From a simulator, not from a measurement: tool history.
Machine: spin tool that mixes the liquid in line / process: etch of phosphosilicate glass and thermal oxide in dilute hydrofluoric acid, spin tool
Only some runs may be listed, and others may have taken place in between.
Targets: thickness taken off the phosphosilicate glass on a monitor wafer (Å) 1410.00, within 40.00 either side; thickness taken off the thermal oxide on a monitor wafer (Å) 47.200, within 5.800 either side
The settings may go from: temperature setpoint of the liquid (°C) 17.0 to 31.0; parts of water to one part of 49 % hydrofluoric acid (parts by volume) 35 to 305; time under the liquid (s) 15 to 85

| run | hour | temperature setpoint of the liquid (°C) | parts of water to one part of 49 % hydrofluoric acid (parts by volume) | time under the liquid (s) | thickness taken off the phosphosilicate glass on a monitor wafer (Å) | thickness taken off the thermal oxide on a monitor wafer (Å) |
|---|---|---|---|---|---|---|
| 1 | 0.0 | 23.0 | 170 | 45 | 345.24 | 10.922 |
| 2 | 0.9 | 23.0 | 170 | 55 | 425.19 | 14.617 |
| 3 | 2.7 | 26.5 | 170 | 55 | 481.08 | 15.987 |
| 4 | 4.2 | 27.0 | 145 | 55 | 591.52 | 20.337 |
| 5 | 9.9 | 27.0 | 85 | 55 | 1094.30 | 36.648 |
| 6 | 13.3 | 27.5 | 80 | 55 | 1192.10 | 42.008 |
| 7 | 18.1 | 28.0 | 80 | 55 | 1219.00 | 40.128 |
| 8 | 26.0 | 28.5 | 80 | 55 | 1232.50 | 41.858 |
| 9 | 27.2 | 29.0 | 80 | 55 | 1261.80 | 41.959 |
| 10 | 31.6 | 29.5 | 80 | 55 | 1288.30 | 42.313 |

Exercise: of the 4 proposed moves below, exactly one satisfies all targets within the stated allowed misses. Which move is it?
| A | 36.0 | 30.5 | 95 | 65 | ? | ? |
| B | 36.0 | 28.0 | 85 | 65 | ? | ? |
| C | 36.0 | 17.0 | 60 | 70 | ? | ? |
| D | 36.0 | 28.0 | 70 | 55 | ? | ? |

| move | thickness taken off the phosphosilicate glass on a monitor wafer (Å) | thickness taken off the thermal oxide on a monitor wafer (Å) |
|---|---|---|
| A | 1313.10 | 43.843 |
| B | 1353.20 | 45.185 |
| C | 1357.20 | 45.318 |
| D | 1419.90 | 47.411 |
A: nearer than the last run, and not there yet
B: nearer than the last run, and not there yet
C: nearer than the last run, and not there yet
D: every result lands within tolerance
D is the move that brings every result within its allowed miss.
